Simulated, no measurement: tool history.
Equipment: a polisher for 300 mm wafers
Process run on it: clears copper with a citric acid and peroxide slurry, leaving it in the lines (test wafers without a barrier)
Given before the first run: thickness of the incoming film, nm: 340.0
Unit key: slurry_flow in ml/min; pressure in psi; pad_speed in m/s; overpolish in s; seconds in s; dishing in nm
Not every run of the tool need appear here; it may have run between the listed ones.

run  hour  slurry_flow  pressure  pad_speed  slurry_solids  overpolish  seconds  dishing
  1     0          245       3.2       1.14              1          10   134.17   19.056
  2   7.3          245       3.2       1.14              1          12   133.17   22.015
  3  16.3          245       2.9       1.12              1          12   149.42   19.844
  4  20.6          245       2.7        1.1              1          12   165.66   18.144
  5  22.2          245       2.5        1.1              1          12   179.58   16.979
  6  24.5          245       2.3        1.1              1          12   189.97   16.763
  7  28.8          245       2.2        1.1              1          12   199.55   15.376

What does the tool deliver on the next run?
  8  32.5          245       2.1        1.1              1          12        ?        ?

Run 8 produced seconds 208.96 s, dishing 14.843 nm.
